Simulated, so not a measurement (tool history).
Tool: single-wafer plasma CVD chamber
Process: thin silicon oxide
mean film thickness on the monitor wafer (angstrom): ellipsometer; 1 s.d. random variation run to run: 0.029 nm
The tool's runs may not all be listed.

run    day  heater temperature setpoint (deg C)  chamber pressure (Pa)  RF power (kW)  deposition time (s)  mean film thickness on the monitor wafer (angstrom)
  1  0.000                                  425                   78.5          0.260                10.46                                              121.690
  2  0.296                                  425                   73.6          0.260                10.46                                              114.310
  3  0.458                                  425                   73.6          0.260                10.80                                              117.980
  4  0.546                                  425                   73.6          0.260                10.46                                              114.290
  5  0.867                                  425                   73.6          0.260                10.46                                              114.420
  6  1.046                                  425                   69.2          0.260                10.46                                              107.390
  7  1.146                                  425                   65.7          0.260                10.46                                              102.360
  8  1.404                                  425                   62.9          0.260                10.46                                               97.848
  9  1.446                                  425                   60.8          0.260                10.46                                               94.189
 10  1.504                                  425                   59.2          0.260                10.46                                               92.356
 11  1.646                                  425                   57.7          0.260                10.46                                               89.518
 12  1.983                                  425                   56.8          0.260                10.46                                               88.423
 13  2.054                                  425                   50.5          0.260                10.46                                               78.057

Run 14, settings as shown, results not yet in. Your forecast:
 14  2.354                                  425                   50.5          0.260                10.46                                                    ?

For run 14 the tool returned mean film thickness on the monitor wafer (angstrom) 78.144.
